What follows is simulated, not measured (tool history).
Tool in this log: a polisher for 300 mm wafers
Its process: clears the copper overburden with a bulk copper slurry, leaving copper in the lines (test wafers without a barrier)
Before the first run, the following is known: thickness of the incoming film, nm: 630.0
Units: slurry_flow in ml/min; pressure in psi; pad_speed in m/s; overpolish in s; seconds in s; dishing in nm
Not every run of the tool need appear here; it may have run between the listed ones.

run 1 hour=0.0 | slurry_flow=140 pressure=2.5 pad_speed=1.02 slurry_solids=1.0 overpolish=26 | seconds=103.990 dishing=37.978
run 2 hour=0.7 | slurry_flow=140 pressure=2.5 pad_speed=1.14 slurry_solids=1.0 overpolish=26 | seconds=93.300 dishing=38.300
run 3 hour=8.0 | slurry_flow=140 pressure=2.5 pad_speed=1.14 slurry_solids=0.9 overpolish=26 | seconds=94.114 dishing=37.659
run 4 hour=16.5 | slurry_flow=140 pressure=2.5 pad_speed=1.14 slurry_solids=1.1 overpolish=26 | seconds=90.422 dishing=38.916
run 5 hour=20.6 | slurry_flow=140 pressure=3.1 pad_speed=1.14 slurry_solids=1.1 overpolish=26 | seconds=74.305 dishing=40.240
run 6 hour=24.6 | slurry_flow=140 pressure=2.6 pad_speed=1.14 slurry_solids=1.1 overpolish=26 | seconds=85.186 dishing=38.680

Predict the results of run 7:
run 7 hour=27.9 | slurry_flow=140 pressure=2.2 pad_speed=1.04 slurry_solids=1.1 overpolish=27 | seconds=? dishing=?

{"run 7": {"seconds": 109.89, "dishing": 37.073}}

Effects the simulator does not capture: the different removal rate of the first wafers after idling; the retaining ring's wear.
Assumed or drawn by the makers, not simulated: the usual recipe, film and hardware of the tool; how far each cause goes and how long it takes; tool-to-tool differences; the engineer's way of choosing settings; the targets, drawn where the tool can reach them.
